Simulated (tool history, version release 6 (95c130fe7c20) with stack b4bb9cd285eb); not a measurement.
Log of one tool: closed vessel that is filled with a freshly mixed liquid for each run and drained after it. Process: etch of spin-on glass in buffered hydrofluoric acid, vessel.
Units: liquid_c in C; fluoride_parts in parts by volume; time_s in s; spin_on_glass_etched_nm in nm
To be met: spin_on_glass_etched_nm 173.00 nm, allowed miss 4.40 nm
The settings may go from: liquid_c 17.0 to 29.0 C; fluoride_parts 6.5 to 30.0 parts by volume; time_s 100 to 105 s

run,hour,liquid_c,fluoride_parts,time_s,spin_on_glass_etched_nm
1,0.0,21.0,19.5,100,136.98
2,5.2,22.0,19.5,100,143.06
3,7.0,23.0,19.5,100,151.96
4,12.8,23.0,19.5,105,158.24
5,21.4,23.0,24.0,105,136.76
6,28.4,24.0,24.0,105,144.75
7,35.8,25.0,24.0,105,151.25
8,38.6,28.0,24.0,105,179.97

5 next moves are on the table. One of them brings every result within its allowed miss. Which?
A,41.4,27.0,24.0,100,?
B,41.4,27.5,25.0,100,?
C,41.4,28.5,24.5,100,?
D,41.4,24.5,21.5,105,?
E,41.4,29.0,23.5,100,?

move,spin_on_glass_etched_nm
A,161.12
B,160.96
C,172.20
D,159.30
E,181.97
A: takes the result that was furthest off past its target
B: takes the result that was furthest off past its target
C: meets every target
D: takes the result that was furthest off past its target
E: further off than the last run
Answer: C
